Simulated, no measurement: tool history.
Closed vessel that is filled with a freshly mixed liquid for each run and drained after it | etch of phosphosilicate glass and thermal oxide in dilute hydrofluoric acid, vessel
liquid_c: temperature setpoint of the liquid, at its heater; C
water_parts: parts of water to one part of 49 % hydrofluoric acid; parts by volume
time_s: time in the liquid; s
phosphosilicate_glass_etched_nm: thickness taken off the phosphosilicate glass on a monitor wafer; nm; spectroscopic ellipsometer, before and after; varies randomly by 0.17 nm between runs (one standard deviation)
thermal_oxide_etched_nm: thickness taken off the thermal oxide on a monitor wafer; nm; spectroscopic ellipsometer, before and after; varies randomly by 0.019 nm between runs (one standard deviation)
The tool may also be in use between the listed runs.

| run | day | liquid_c | water_parts | time_s | phosphosilicate_glass_etched_nm | thermal_oxide_etched_nm |
|---|---|---|---|---|---|---|
| 1 | 0 | 20 | 95 | 60 | 36.629 | 2.9266 |
| 2 | 0.367 | 19 | 105 | 60 | 32.126 | 2.4741 |
| 3 | 0.746 | 19 | 120 | 60 | 27.552 | 2.1993 |
| 4 | 1.058 | 18.5 | 125 | 60 | 26.041 | 2.0753 |
| 5 | 1.433 | 18 | 130 | 60 | 23.89 | 1.908 |
| 6 | 1.617 | 18 | 130 | 50 | 20.125 | 1.5899 |
| 7 | 1.658 | 18 | 130 | 50 | 20.12 | 1.5873 |
| 8 | 1.871 | 18.5 | 130 | 50 | 20.383 | 1.6247 |
| 9 | 1.971 | 19 | 125 | 50 | 21.752 | 1.778 |

Run 10, settings as shown, results not yet in. Your forecast:
|  | 2.042 | thermometer replaced |
| 10 | 2.042 | 18.5 | 125 | 50 | ? | ? |

{"run 10": {"phosphosilicate_glass_etched_nm": 19.491, "thermal_oxide_etched_nm": 1.5823}}
